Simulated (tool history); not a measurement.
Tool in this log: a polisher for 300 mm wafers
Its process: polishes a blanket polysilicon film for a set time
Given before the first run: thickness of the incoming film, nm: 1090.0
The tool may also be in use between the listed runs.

run	day	flow of slurry (ml/min)	pressure of the wafer on the pad (psi)	speed of the pad under the wafer (m/s)	polishing time (s)	film removed (angstrom)
1	0.000	140	2.5	1.06	29	2292.10
2	0.171	140	2.5	1.06	29	2253.30
3	0.308	140	2.5	0.82	29	1737.50
4	0.533	125	2.5	0.82	29	1727.50
5	0.604	125	2.5	0.82	26	1514.60
6	0.883	125	3.0	0.82	26	1758.80
# day 1.067: slurry nozzle cleaned
7	1.067	120	2.6	0.80	26	1726.50
8	1.221	85	1.9	0.50	26	817.81

Run 9 comes next. What will it give?
9	1.575	100	2.0	0.50	26	?

{"run 9": {"film removed (angstrom)": 878.53}}
